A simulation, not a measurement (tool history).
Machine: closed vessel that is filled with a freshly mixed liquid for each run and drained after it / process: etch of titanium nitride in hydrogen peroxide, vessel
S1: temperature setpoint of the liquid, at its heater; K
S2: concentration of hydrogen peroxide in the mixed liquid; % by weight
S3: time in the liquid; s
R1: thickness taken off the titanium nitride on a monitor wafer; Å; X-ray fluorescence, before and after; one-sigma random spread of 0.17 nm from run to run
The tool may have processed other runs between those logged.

| run | day | S1 | S2 | S3 | R1 |
|---|---|---|---|---|---|
| 1 | 0 | 330.15 | 17.5 | 720 | 492.95 |
| 2 | 0.112 | 330.15 | 17.5 | 720 | 499.13 |
| 3 | 0.442 | 327.15 | 17.5 | 720 | 405.04 |
| 4 | 0.538 | 327.15 | 19 | 720 | 407.58 |
| 5 | 0.908 | 323.15 | 19 | 720 | 309.43 |
| 6 | 0.971 | 323.15 | 21 | 720 | 312.33 |
| 7 | 1.046 | 321.65 | 21 | 720 | 283.53 |

Run 8 has not been measured yet. What should we expect?
| 8 | 1.362 | 320.65 | 21 | 720 | ? |

{"run 8": {"R1": 260.93}}
